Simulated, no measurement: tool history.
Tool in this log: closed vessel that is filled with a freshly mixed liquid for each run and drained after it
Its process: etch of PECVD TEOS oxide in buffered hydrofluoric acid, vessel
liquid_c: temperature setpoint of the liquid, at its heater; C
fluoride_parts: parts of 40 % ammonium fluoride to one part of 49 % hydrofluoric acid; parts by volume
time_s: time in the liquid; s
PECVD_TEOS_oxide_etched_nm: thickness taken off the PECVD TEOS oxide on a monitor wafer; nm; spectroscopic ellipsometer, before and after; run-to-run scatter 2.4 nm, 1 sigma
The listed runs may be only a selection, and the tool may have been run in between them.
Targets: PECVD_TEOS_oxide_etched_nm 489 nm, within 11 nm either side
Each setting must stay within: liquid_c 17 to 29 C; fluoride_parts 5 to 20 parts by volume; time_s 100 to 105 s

Run 1, hour 0: liquid_c 21 C, fluoride_parts 12 parts by volume, time_s 100 s. Result: PECVD_TEOS_oxide_etched_nm 198.51 nm.
Run 2, hour 3.5: liquid_c 21 C, fluoride_parts 10.5 parts by volume, time_s 100 s. Result: PECVD_TEOS_oxide_etched_nm 226.64 nm.
Run 3, hour 5.1: liquid_c 23.5 C, fluoride_parts 9 parts by volume, time_s 100 s. Result: PECVD_TEOS_oxide_etched_nm 290.36 nm.
Run 4, hour 11.1: liquid_c 25.5 C, fluoride_parts 8 parts by volume, time_s 100 s. Result: PECVD_TEOS_oxide_etched_nm 371.69 nm.
Run 5, hour 12.9: liquid_c 26.5 C, fluoride_parts 8 parts by volume, time_s 100 s. Result: PECVD_TEOS_oxide_etched_nm 389.55 nm.
Run 6, hour 15.5: liquid_c 27.5 C, fluoride_parts 7.5 parts by volume, time_s 100 s. Result: PECVD_TEOS_oxide_etched_nm 443.67 nm.
Run 7, hour 19.9: liquid_c 28 C, fluoride_parts 7.5 parts by volume, time_s 100 s. Result: PECVD_TEOS_oxide_etched_nm 451.53 nm.
Run 8, hour 28.6: liquid_c 28.5 C, fluoride_parts 7.5 parts by volume, time_s 100 s. Result: PECVD_TEOS_oxide_etched_nm 466.22 nm.

Of the 5 settings listed for the next run, only one would bring every result within its allowed miss of target. Which one?
Run A, hour 37.3: liquid_c 27 C, fluoride_parts 7 parts by volume, time_s 105 s. Result: PECVD_TEOS_oxide_etched_nm ?.
Run B, hour 37.3: liquid_c 22.5 C, fluoride_parts 5 parts by volume, time_s 105 s. Result: PECVD_TEOS_oxide_etched_nm ?.
Run C, hour 37.3: liquid_c 28 C, fluoride_parts 6.5 parts by volume, time_s 100 s. Result: PECVD_TEOS_oxide_etched_nm ?.
Run D, hour 37.3: liquid_c 29 C, fluoride_parts 7 parts by volume, time_s 100 s. Result: PECVD_TEOS_oxide_etched_nm ?.
Run E, hour 37.3: liquid_c 28 C, fluoride_parts 7 parts by volume, time_s 105 s. Result: PECVD_TEOS_oxide_etched_nm ?.

move  PECVD_TEOS_oxide_etched_nm
   A                      488.67
   B                       510.7
   C                       523.4
   D                      517.48
   E                      515.38
A: hits every target within its allowed miss
B: the result that was furthest off in the last run now lies on the other side of its target
C: the result that was furthest off in the last run now lies on the other side of its target
D: the result that was furthest off in the last run now lies on the other side of its target
E: the result that was furthest off in the last run now lies on the other side of its target
The right move is A.
